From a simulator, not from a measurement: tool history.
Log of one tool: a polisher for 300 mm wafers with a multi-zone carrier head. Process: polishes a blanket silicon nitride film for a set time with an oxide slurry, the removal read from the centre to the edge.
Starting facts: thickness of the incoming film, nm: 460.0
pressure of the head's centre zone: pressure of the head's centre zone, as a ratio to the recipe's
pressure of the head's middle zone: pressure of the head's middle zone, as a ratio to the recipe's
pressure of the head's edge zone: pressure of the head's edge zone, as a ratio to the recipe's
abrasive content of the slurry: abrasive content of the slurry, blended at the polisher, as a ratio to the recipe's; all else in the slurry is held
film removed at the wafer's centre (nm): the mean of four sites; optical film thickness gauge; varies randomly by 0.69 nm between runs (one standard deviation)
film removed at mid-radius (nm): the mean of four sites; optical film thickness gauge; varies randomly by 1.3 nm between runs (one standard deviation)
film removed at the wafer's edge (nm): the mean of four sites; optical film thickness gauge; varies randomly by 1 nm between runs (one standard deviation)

run  hour  flow of slurry (ml/min)  pressure of the head's centre zone  pressure of the head's middle zone  pressure of the head's edge zone  abrasive content of the slurry  polishing time (s)  film removed at the wafer's centre (nm)  film removed at mid-radius (nm)  film removed at the wafer's edge (nm)
  1   0.0                      180                                1.00                                1.00                              1.00                            1.00                  54                                   63.311                           65.398                                 66.440
  2   1.6                      180                                1.00                                1.00                              1.00                            1.10                  54                                   65.553                           65.950                                 67.779
  3   7.6                      180                                1.06                                1.00                              1.00                            1.10                  54                                   69.894                           67.574                                 68.508
  4  14.4                      180                                1.06                                1.00                              1.03                            1.10                  54                                   70.191                           68.876                                 68.769
  5  18.1                      185                                1.06                                0.99                              1.04                            1.15                  55                                   71.788                           69.328                                 71.550
  6  22.3                      185                                1.06                                0.99                              0.98                            1.15                  55                                   73.617                           72.398                                 71.557

Forecast run 7:
  7  30.7                      190                                1.06                                0.98                              0.99                            1.20                  55                                        ?                                ?                                      ?

{"run 7": {"film removed at the wafer's centre (nm)": 74.23, "film removed at mid-radius (nm)": 70.549, "film removed at the wafer's edge (nm)": 71.352}}

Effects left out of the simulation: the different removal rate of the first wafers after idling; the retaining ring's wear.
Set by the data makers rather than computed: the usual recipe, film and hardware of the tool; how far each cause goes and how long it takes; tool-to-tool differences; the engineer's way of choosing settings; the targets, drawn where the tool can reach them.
